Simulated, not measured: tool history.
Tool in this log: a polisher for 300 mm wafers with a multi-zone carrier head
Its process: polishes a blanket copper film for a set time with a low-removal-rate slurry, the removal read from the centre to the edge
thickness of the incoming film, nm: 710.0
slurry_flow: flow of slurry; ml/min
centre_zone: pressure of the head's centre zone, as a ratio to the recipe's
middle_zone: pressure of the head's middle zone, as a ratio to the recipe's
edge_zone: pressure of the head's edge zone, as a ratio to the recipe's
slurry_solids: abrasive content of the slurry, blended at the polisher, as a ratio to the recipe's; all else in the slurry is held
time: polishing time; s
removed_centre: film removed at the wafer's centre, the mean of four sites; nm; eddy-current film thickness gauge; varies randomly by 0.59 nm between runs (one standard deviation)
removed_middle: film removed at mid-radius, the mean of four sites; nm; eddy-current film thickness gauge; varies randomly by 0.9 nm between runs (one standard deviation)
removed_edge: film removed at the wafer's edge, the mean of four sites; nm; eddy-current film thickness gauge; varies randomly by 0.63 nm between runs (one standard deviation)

| run | day | slurry_flow | centre_zone | middle_zone | edge_zone | slurry_solids | time | removed_centre | removed_middle | removed_edge |
|---|---|---|---|---|---|---|---|---|---|---|
| 1 | 0.000 | 175 | 1.00 | 1.00 | 1.00 | 1.00 | 41 | 79.700 | 82.003 | 79.468 |
| 2 | 0.329 | 170 | 0.99 | 0.99 | 0.99 | 0.95 | 41 | 78.405 | 80.150 | 75.916 |
| 3 | 0.646 | 170 | 0.99 | 0.91 | 0.99 | 0.95 | 41 | 78.071 | 76.310 | 77.923 |
| 4 | 0.962 | 165 | 0.98 | 0.91 | 0.98 | 0.95 | 41 | 76.497 | 74.715 | 76.222 |
| 5 | 1.046 | 165 | 0.98 | 0.91 | 0.94 | 0.95 | 41 | 78.328 | 73.853 | 74.330 |
| 6 | 1.142 | 160 | 0.97 | 0.91 | 0.94 | 0.95 | 41 | 76.359 | 74.968 | 74.172 |
| 7 | 1.475 | 155 | 0.96 | 0.90 | 0.94 | 0.95 | 41 | 74.301 | 74.089 | 74.197 |
| 8 | 1.712 | 150 | 0.95 | 0.90 | 0.94 | 0.95 | 41 | 72.556 | 73.302 | 74.277 |
| 9 | 1.838 | 145 | 0.95 | 0.90 | 0.94 | 0.95 | 41 | 72.750 | 74.133 | 74.216 |
| 10 | 2.067 | 145 | 0.94 | 0.89 | 0.94 | 0.95 | 41 | 72.206 | 73.605 | 74.350 |

Estimate the outcome of run 11 from the log above:
| 11 | 2.208 | 140 | 0.94 | 0.89 | 0.94 | 0.95 | 41 | ? | ? | ? |

Run 11 came out at removed_centre 70.027 nm, removed_middle 73.344 nm, removed_edge 73.230 nm.

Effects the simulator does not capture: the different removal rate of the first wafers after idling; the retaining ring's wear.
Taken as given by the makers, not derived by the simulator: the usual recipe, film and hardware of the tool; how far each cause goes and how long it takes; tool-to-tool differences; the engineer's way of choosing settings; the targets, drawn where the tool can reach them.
